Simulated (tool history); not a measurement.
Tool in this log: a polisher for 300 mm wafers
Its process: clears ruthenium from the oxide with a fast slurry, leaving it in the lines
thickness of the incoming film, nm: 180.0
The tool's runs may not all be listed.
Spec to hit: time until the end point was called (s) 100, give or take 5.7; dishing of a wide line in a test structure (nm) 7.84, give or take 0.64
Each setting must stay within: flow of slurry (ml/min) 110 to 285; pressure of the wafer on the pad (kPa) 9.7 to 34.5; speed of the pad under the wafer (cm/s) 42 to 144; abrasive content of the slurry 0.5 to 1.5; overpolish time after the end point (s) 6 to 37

run	hour	flow of slurry (ml/min)	pressure of the wafer on the pad (kPa)	speed of the pad under the wafer (cm/s)	abrasive content of the slurry	overpolish time after the end point (s)	time until the end point was called (s)	dishing of a wide line in a test structure (nm)
1	0	180	22.1	92	1	19	40.425	56.216
2	6.3	175	19.3	78	0.95	16	53.077	36.293
3	13.1	175	15.2	78	0.95	16	68.852	29.72
4	17.8	160	15.2	68	0.85	13	78.219	20.63
5	21.8	160	10.3	68	0.85	13	116.21	15.183
6	29.1	160	10.3	68	0.85	6	119.35	6.6607
7	35.4	160	11	68	0.85	6	106.55	7.0976
8	36.6	160	12.4	68	0.85	7	100.49	9.3757
# hour 40.1: slurry blender recalibrated
9	40.1	165	11.7	70	0.9	7	86.221	10.141
10	45.1	140	9.7	52	1.05	6	129.31	5.9915
11	46.8	140	9.7	52	1.05	6	132.48	6.0575
12	52.6	160	10.3	52	1.05	6	121.75	6.6671

Which of these 4 next moves meets every target?
A	58.4	130	15.2	50	0.95	7	?	?
B	58.4	155	13.1	54	1.4	6	?	?
C	58.4	205	11	70	1.1	6	?	?
D	58.4	180	11.7	54	1.05	6	?	?

move	time until the end point was called (s)	dishing of a wide line in a test structure (nm)
A	91.071	10.081
B	85.756	9.1946
C	85.258	9.2472
D	101.37	7.8024
A: pushes the last run's worst result past its target
B: pushes the last run's worst result past its target
C: pushes the last run's worst result past its target
D: every result within its allowed miss
Go with D: it meets all targets.
